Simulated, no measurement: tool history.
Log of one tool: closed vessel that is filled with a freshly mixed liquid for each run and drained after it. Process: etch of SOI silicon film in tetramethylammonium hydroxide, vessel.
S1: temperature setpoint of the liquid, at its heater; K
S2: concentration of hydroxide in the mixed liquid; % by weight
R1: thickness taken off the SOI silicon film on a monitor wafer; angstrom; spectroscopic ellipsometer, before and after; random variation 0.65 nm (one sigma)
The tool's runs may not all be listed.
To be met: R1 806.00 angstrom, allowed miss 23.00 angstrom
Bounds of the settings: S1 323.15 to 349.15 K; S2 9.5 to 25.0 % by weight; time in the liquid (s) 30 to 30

run 1 hour=0.0 | S1=336.15 S2=18.5 time_in_the_liquid_(s)=30 | R1=1125.50
run 2 hour=4.9 | S1=334.65 S2=18.5 time_in_the_liquid_(s)=30 | R1=1027.40
run 3 hour=8.4 | S1=334.65 S2=18.5 time_in_the_liquid_(s)=30 | R1=1030.00
run 4 hour=15.6 | S1=333.65 S2=18.5 time_in_the_liquid_(s)=30 | R1=957.59
run 5 hour=16.8 | S1=333.65 S2=16.0 time_in_the_liquid_(s)=30 | R1=1026.50
run 6 hour=24.9 | S1=333.65 S2=12.5 time_in_the_liquid_(s)=30 | R1=1150.90
run 7 hour=30.2 | S1=332.15 S2=12.5 time_in_the_liquid_(s)=30 | R1=1040.60
run 8 hour=34.8 | S1=331.15 S2=12.5 time_in_the_liquid_(s)=30 | R1=972.63
run 9 hour=42.2 | S1=330.15 S2=12.5 time_in_the_liquid_(s)=30 | R1=924.58
run 10 hour=45.3 | S1=329.65 S2=12.5 time_in_the_liquid_(s)=30 | R1=891.40

5 next moves are on the table. One of them brings every result within its allowed miss. Which?
run A hour=48.4 | S1=330.15 S2=16.5 time_in_the_liquid_(s)=30 | R1=?
run B hour=48.4 | S1=330.65 S2=16.0 time_in_the_liquid_(s)=30 | R1=?
run C hour=48.4 | S1=327.15 S2=13.0 time_in_the_liquid_(s)=30 | R1=?
run D hour=48.4 | S1=327.65 S2=13.0 time_in_the_liquid_(s)=30 | R1=?
run E hour=48.4 | S1=329.15 S2=9.5 time_in_the_liquid_(s)=30 | R1=?

move=A R1=818.36
move=B R1=854.07
move=C R1=748.92
move=D R1=773.65
move=E R1=961.72
A: meets every target
B: nearer than the last run, and not there yet
C: takes the result that was furthest off past its target
D: takes the result that was furthest off past its target
E: further off than the last run
Answer: A
